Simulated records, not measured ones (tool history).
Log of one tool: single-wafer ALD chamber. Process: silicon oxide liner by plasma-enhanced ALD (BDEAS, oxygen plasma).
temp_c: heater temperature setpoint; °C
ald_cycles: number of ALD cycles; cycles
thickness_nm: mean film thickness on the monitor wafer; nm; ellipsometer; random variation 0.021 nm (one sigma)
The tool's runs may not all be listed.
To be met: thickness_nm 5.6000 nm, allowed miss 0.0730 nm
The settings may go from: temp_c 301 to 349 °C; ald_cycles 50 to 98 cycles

run,hour,temp_c,ald_cycles,thickness_nm
1,0.0,325,74,7.1368
2,2.9,332,74,7.0175
3,10.9,332,63,6.0558
4,14.4,325,63,6.0977
5,18.8,320,63,6.0890
6,21.2,320,71,6.8652
7,23.6,321,69,6.7333
8,26.6,323,68,6.5576
9,34.8,324,67,6.4426
10,41.8,325,66,6.3364
11,49.6,325,66,6.3266
12,56.6,326,65,6.2525
13,60.5,329,56,5.3410
14,69.4,329,56,5.3645
15,70.6,328,56,5.3770
16,77.0,327,56,5.3714
17,85.2,326,56,5.4070
18,94.2,325,56,5.3804
19,95.4,324,57,5.4916

Which of these 5 next moves meets every target?
A,96.6,323,60,?
B,96.6,326,60,?
C,96.6,322,60,?
D,96.6,330,60,?
E,96.6,332,59,?

move,thickness_nm
A,5.7910
B,5.7624
C,5.8005
D,5.7243
E,5.6101
A: takes the result that was furthest off past its target
B: takes the result that was furthest off past its target
C: takes the result that was furthest off past its target
D: takes the result that was furthest off past its target
E: meets every target
Answer: E
